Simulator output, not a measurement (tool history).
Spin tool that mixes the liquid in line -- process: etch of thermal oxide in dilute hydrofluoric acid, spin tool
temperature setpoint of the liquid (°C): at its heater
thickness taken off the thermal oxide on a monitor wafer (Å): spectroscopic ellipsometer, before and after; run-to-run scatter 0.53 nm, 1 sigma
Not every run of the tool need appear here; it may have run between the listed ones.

run  hour  temperature setpoint of the liquid (°C)  parts of water to one part of 49 % hydrofluoric acid (parts by volume)  time under the liquid (s)  thickness taken off the thermal oxide on a monitor wafer (Å)
  1     0                                       20                                                                      50                        325                                                        256.07
  2   6.8                                     17.5                                                                      50                        325                                                        229.65
  3  13.9                                     20.5                                                                      45                        325                                                        292.84
  4  20.3                                     20.5                                                                      35                        325                                                        387.35
  5  22.8                                     22.5                                                                      35                        325                                                        419.45
  6  26.2                                     22.5                                                                      35                        345                                                        442.93
  7  27.3                                       24                                                                      35                        345                                                        470.12
  8  31.7                                       25                                                                      35                        345                                                        491.65
  9  37.1                                       26                                                                      35                        345                                                        515.12
 10  38.4                                     26.5                                                                      35                        345                                                        531.69
 11  45.4                                       27                                                                      35                        345                                                        536.73
 12  48.9                                     27.5                                                                      35                        345                                                        543.04
 13  54.7                                       28                                                                      35                        345                                                        561.77
 14  55.5                                       28                                                                      35                        345                                                        562.07
 15  64.2                                       28                                                                      30                        345                                                        653.36
 16  67.8                                     27.5                                                                      30                        345                                                        637.76

Run 17 is up next; what results do you expect?
 17  75.1                                       27                                                                      30                        345                                                             ?

{"run 17": {"thickness taken off the thermal oxide on a monitor wafer (Å)": 626.28}}
